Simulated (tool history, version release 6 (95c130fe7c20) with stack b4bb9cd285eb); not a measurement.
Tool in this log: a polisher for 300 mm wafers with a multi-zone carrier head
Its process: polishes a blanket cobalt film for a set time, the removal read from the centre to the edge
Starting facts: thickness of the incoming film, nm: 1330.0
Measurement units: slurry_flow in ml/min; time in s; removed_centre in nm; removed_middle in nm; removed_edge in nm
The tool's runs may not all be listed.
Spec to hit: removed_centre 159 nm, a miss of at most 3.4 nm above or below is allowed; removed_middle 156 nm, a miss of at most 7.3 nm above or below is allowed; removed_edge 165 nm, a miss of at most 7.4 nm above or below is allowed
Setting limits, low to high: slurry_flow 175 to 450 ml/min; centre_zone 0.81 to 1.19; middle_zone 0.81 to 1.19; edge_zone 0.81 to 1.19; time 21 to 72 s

{"run": 1, "hour": 0.0, "slurry_flow": 290, "centre_zone": 1, "middle_zone": 1, "edge_zone": 1, "time": 46, "removed_centre": 210.64, "removed_middle": 201.44, "removed_edge": 205.02}
{"run": 2, "hour": 0.6, "slurry_flow": 290, "centre_zone": 1, "middle_zone": 0.92, "edge_zone": 1, "time": 46, "removed_centre": 207.89, "removed_middle": 189.5, "removed_edge": 199.08}
{"run": 3, "hour": 2.7, "slurry_flow": 290, "centre_zone": 0.97, "middle_zone": 0.92, "edge_zone": 1, "time": 46, "removed_centre": 202.22, "removed_middle": 190.29, "removed_edge": 198.8}
{"run": 4, "hour": 8.1, "slurry_flow": 280, "centre_zone": 0.94, "middle_zone": 0.88, "edge_zone": 0.99, "time": 44, "removed_centre": 187.8, "removed_middle": 169.8, "removed_edge": 194.9}
{"run": 5, "hour": 10.2, "slurry_flow": 310, "centre_zone": 0.93, "middle_zone": 0.9, "edge_zone": 0.96, "time": 41, "removed_centre": 173.78, "removed_middle": 165.92, "removed_edge": 179.69}
{"run": 6, "hour": 13.9, "slurry_flow": 310, "centre_zone": 0.93, "middle_zone": 0.9, "edge_zone": 0.9, "time": 41, "removed_centre": 173.82, "removed_middle": 168.51, "removed_edge": 175.65}
{"run": 7, "hour": 20.1, "slurry_flow": 305, "centre_zone": 0.92, "middle_zone": 0.89, "edge_zone": 0.88, "time": 40, "removed_centre": 167.07, "removed_middle": 158.66, "removed_edge": 162.01}
{"run": 8, "hour": 26.1, "slurry_flow": 300, "centre_zone": 0.91, "middle_zone": 0.89, "edge_zone": 0.89, "time": 40, "removed_centre": 165.89, "removed_middle": 161.3, "removed_edge": 166.67}

Consider the 5 candidate settings below. Which is the only one whose results all fall within their allowed miss of target?
{"run": "A", "hour": 32.1, "slurry_flow": 255, "centre_zone": 0.85, "middle_zone": 0.91, "edge_zone": 0.94, "time": 39, "removed_centre": "?", "removed_middle": "?", "removed_edge": "?"}
{"run": "B", "hour": 32.1, "slurry_flow": 290, "centre_zone": 0.92, "middle_zone": 1.06, "edge_zone": 0.81, "time": 36, "removed_centre": "?", "removed_middle": "?", "removed_edge": "?"}
{"run": "C", "hour": 32.1, "slurry_flow": 425, "centre_zone": 0.85, "middle_zone": 0.84, "edge_zone": 0.83, "time": 40, "removed_centre": "?", "removed_middle": "?", "removed_edge": "?"}
{"run": "D", "hour": 32.1, "slurry_flow": 300, "centre_zone": 0.89, "middle_zone": 1.1, "edge_zone": 0.83, "time": 37, "removed_centre": "?", "removed_middle": "?", "removed_edge": "?"}
{"run": "E", "hour": 32.1, "slurry_flow": 290, "centre_zone": 0.89, "middle_zone": 1.09, "edge_zone": 0.81, "time": 37, "removed_centre": "?", "removed_middle": "?", "removed_edge": "?"}

move=A removed_centre=149 removed_middle=158.52 removed_edge=170.12
move=B removed_centre=150.59 removed_middle=168.01 removed_edge=147.63
move=C removed_centre=158.95 removed_middle=157.77 removed_edge=169.62
move=D removed_centre=150.22 removed_middle=178.7 removed_edge=153.57
move=E removed_centre=149.79 removed_middle=176.86 removed_edge=151.67
A: pushes the last run's worst result past its target
B: pushes the last run's worst result past its target
C: meets every target
D: pushes the last run's worst result past its target
E: pushes the last run's worst result past its target
The right move is C.
